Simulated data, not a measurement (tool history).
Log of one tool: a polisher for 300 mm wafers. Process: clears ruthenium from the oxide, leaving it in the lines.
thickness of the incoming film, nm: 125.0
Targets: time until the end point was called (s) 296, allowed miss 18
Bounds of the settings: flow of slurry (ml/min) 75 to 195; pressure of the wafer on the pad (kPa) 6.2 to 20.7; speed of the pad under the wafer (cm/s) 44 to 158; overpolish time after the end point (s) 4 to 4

run    day  flow of slurry (ml/min)  pressure of the wafer on the pad (kPa)  speed of the pad under the wafer (cm/s)  overpolish time after the end point (s)  time until the end point was called (s)
  1      0                      125                                    13.1                                      100                                        4                                   142.84
  2  0.338                      125                                      11                                       94                                        4                                   185.13
  3  0.504                      125                                     8.3                                       94                                        4                                   247.62
  4  0.558                      125                                     8.3                                       72                                        4                                   320.81
  5  0.862                      125                                     8.3                                       48                                        4                                    458.8
  6  0.917                      125                                     9.7                                       48                                        4                                   401.08
  7  1.058                      125                                    10.3                                       48                                        4                                   370.04
  8  1.379                      125                                      11                                       48                                        4                                    351.1
  9  1.567                      125                                    11.7                                       48                                        4                                   322.43

4 next moves are on the table. One of them brings every result within its allowed miss. Which?
  A  1.754                      120                                    12.4                                       52                                        4                                        ?
  B  1.754                      135                                    11.7                                       46                                        4                                        ?
  C  1.754                      120                                    10.3                                       56                                        4                                        ?
  D  1.754                      110                                    13.1                                       56                                        4                                        ?

move  time until the end point was called (s)
   A                                   288.08
   B                                   335.73
   C                                   320.27
   D                                   258.32
A: meets every target
B: further off than the last run
C: nearer than the last run, and not there yet
D: takes the result that was furthest off past its target
The right move is A.
